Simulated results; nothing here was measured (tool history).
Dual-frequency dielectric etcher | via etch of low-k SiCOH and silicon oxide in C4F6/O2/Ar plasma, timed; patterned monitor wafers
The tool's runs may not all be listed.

| run | hour | source power (kW) | bias power (kW) | etch time (s) | mean etch depth across the wafer (angstrom) |
|---|---|---|---|---|---|
| 1 | 0.0 | 0.280 | 0.137 | 29.5 | 599.32 |
| 2 | 5.2 | 0.230 | 0.137 | 29.5 | 555.93 |
| 3 | 14.0 | 0.190 | 0.137 | 29.5 | 520.59 |
| 4 | 15.0 | 0.170 | 0.137 | 29.5 | 495.63 |
| 5 | 17.3 | 0.170 | 0.137 | 27.0 | 455.37 |
| 6 | 20.0 | 0.170 | 0.147 | 27.0 | 468.82 |

The next listed run, before its measurement:
| 7 | 20.9 | 0.190 | 0.149 | 27.0 | ? |

Run 7 gave mean etch depth across the wafer (angstrom) 486.82.
